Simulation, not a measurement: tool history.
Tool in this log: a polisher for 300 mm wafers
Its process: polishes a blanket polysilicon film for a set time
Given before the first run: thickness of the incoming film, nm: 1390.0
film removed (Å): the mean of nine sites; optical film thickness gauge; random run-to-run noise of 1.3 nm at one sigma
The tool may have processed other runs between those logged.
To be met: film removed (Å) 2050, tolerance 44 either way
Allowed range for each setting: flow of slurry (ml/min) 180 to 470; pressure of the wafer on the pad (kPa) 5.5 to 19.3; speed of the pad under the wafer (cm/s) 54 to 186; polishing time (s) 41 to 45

run,hour,flow of slurry (ml/min),pressure of the wafer on the pad (kPa),speed of the pad under the wafer (cm/s),polishing time (s),film removed (Å)
1,0,300,12.4,118,45,2990.3
2,0.6,300,12.4,118,45,2936.9
3,5,295,11,118,45,2669.9
4,5.9,290,10.3,118,45,2539.6
5,12.9,290,11.7,118,45,2815.5
6,15.1,290,9.7,118,45,2363.8
7,15.7,290,9.7,118,45,2355.3
8,23.8,290,9,118,45,2201.7

Consider the 4 candidate settings below. Which is the only one whose results all fall within their allowed miss of target?
A,31.9,260,7.6,138,42,?
B,31.9,235,9,120,45,?
C,31.9,365,10.3,112,41,?
D,31.9,320,9.7,118,41,?

move,film removed (Å)
A,2056.4
B,2204.2
C,2214.8
D,2169
A: every result within its allowed miss
B: about the same distance from the targets as the last run
C: its largest miss is bigger than the last run's
D: closes in on the targets versus the last run, not all within tolerance yet
Move A is the one to make.
